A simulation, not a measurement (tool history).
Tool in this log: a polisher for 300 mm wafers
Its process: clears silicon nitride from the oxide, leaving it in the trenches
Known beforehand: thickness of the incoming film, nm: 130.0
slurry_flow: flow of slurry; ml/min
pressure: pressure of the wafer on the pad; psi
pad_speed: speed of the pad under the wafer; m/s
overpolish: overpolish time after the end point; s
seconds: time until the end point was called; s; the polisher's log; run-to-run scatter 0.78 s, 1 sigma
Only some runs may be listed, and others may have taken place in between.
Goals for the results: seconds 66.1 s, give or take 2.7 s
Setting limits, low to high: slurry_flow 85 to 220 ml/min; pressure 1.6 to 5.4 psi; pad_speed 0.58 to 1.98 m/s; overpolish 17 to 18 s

run 1 day=0 | slurry_flow=140 pressure=3.5 pad_speed=1.28 overpolish=17 | seconds=106.93
run 2 day=0.058 | slurry_flow=125 pressure=3.5 pad_speed=1.28 overpolish=17 | seconds=104.81
run 3 day=0.417 | slurry_flow=125 pressure=3.1 pad_speed=1.28 overpolish=17 | seconds=116.87
run 4 day=0.508 | slurry_flow=125 pressure=3.8 pad_speed=1.28 overpolish=17 | seconds=97.98
run 5 day=0.833 | slurry_flow=150 pressure=3.8 pad_speed=1.28 overpolish=17 | seconds=97.427
run 6 day=1.196 | slurry_flow=150 pressure=3 pad_speed=1.28 overpolish=17 | seconds=119.84
run 7 day=1.429 | slurry_flow=150 pressure=3.6 pad_speed=1.3 overpolish=17 | seconds=99.488
run 8 day=1.454 | slurry_flow=150 pressure=4 pad_speed=1.3 overpolish=17 | seconds=91.404
run 9 day=1.671 | slurry_flow=150 pressure=4.4 pad_speed=1.3 overpolish=17 | seconds=83.326
run 10 day=1.725 | slurry_flow=150 pressure=4.7 pad_speed=1.3 overpolish=17 | seconds=78.598

Exactly one of the 5 candidate moves below puts every result within its allowed miss. Which one?
run A day=1.779 | slurry_flow=145 pressure=4.8 pad_speed=1.12 overpolish=18 | seconds=?
run B day=1.779 | slurry_flow=125 pressure=5.3 pad_speed=1.4 overpolish=17 | seconds=?
run C day=1.779 | slurry_flow=145 pressure=5.4 pad_speed=1.5 overpolish=17 | seconds=?
run D day=1.779 | slurry_flow=160 pressure=4.9 pad_speed=1.36 overpolish=17 | seconds=?
run E day=1.779 | slurry_flow=175 pressure=4.5 pad_speed=1.12 overpolish=18 | seconds=?

move=A seconds=89.111
move=B seconds=67.201
move=C seconds=60.9
move=D seconds=72.215
move=E seconds=92.601
A: moves away from the targets compared with the last run
B: all results land within tolerance of their targets
C: moves the result that the last run missed by most past its target, out the other side
D: nearer the targets than the last run, but a result is still out of spec
E: moves away from the targets compared with the last run
B is the move that brings every result within its allowed miss.
